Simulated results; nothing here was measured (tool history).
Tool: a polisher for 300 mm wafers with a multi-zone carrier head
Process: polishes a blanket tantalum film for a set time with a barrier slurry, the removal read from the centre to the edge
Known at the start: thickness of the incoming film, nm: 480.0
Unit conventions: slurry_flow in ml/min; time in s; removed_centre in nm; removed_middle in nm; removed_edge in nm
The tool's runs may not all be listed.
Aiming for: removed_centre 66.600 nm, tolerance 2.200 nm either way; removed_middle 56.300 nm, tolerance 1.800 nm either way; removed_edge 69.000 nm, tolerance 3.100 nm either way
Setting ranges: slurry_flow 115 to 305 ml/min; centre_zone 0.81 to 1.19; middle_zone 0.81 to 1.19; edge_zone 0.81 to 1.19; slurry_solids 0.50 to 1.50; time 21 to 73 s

run	hour	slurry_flow	centre_zone	middle_zone	edge_zone	slurry_solids	time	removed_centre	removed_middle	removed_edge
1	0.0	195	1.00	1.00	1.00	1.00	47	48.875	48.076	48.871
2	1.7	195	1.00	1.00	1.06	1.00	47	49.077	47.358	51.581
3	3.5	205	1.03	1.00	1.10	1.15	48	53.181	50.754	53.004
4	5.8	195	1.03	0.95	1.12	1.20	52	58.224	52.469	59.344
5	10.8	200	1.03	0.93	1.14	1.30	53	58.969	52.491	63.625
6	14.0	200	1.03	0.93	1.14	1.30	43	49.030	42.717	50.045
7	17.9	200	1.04	0.92	1.15	1.35	47	53.624	46.764	55.830
8	22.5	205	1.05	0.92	1.16	1.40	49	57.117	49.543	58.305
9	24.1	205	1.05	0.91	1.17	1.45	51	60.048	52.122	62.340
10	28.5	215	1.05	0.90	1.18	1.45	52	60.763	51.669	62.888
11	32.3	210	1.06	0.90	1.18	1.45	53	63.324	52.908	63.939
12	33.9	210	1.06	0.90	1.18	1.45	54	63.909	53.504	66.876

Pick the move, out of 4, that brings all results within their allowed miss; only one does.
A	35.5	240	0.95	0.95	1.10	1.50	55	?	?	?
B	35.5	290	1.05	0.89	1.15	1.30	56	?	?	?
C	35.5	220	0.96	0.92	1.17	1.45	58	?	?	?
D	35.5	205	1.12	1.02	1.07	1.50	52	?	?	?

move	removed_centre	removed_middle	removed_edge
A	59.629	58.751	65.941
B	66.206	56.363	68.102
C	62.429	59.399	70.894
D	64.081	57.882	60.610
A: the result that was furthest off in the last run now lies on the other side of its target
B: every result lands within tolerance
C: the result that was furthest off in the last run now lies on the other side of its target
D: meets the target for the result that was furthest off, but another lies outside its allowed miss
Move B is the one to make.
